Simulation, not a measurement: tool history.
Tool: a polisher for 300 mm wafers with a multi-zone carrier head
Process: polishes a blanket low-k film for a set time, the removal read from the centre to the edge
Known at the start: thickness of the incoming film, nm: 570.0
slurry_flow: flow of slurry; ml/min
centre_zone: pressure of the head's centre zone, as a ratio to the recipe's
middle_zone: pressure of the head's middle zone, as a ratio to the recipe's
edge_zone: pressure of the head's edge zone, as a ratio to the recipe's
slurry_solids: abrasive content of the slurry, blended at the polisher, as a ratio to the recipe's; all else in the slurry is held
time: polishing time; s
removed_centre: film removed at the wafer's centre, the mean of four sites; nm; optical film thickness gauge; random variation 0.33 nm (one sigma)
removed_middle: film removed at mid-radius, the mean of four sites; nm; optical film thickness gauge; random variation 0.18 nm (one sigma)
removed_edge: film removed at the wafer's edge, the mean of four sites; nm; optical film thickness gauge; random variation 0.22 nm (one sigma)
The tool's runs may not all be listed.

run,hour,slurry_flow,centre_zone,middle_zone,edge_zone,slurry_solids,time,removed_centre,removed_middle,removed_edge
1,0,150,1,1,1,1,66,29.529,28.614,28.143
2,2.3,145,0.98,1.01,0.96,0.9,66,26.687,26.967,25.682
3,9.9,145,0.95,1.01,0.96,0.9,66,25.678,27.512,25.426
4,11,145,0.95,1.01,0.96,0.75,66,21.829,23.695,22.072
5,17.1,145,0.95,1.01,0.89,0.75,66,22.617,23.517,21.225
6,20.7,145,0.95,1.01,0.94,0.75,66,21.984,23.691,22.036
7,22.2,150,0.95,1.02,0.93,0.75,66,22.459,24.041,22.049

Forecast run 8:
8,30.9,155,0.95,1.03,0.92,0.75,66,?,?,?

removed_centre: 22.608 nm
removed_middle: 24.408 nm
removed_edge: 21.948 nm

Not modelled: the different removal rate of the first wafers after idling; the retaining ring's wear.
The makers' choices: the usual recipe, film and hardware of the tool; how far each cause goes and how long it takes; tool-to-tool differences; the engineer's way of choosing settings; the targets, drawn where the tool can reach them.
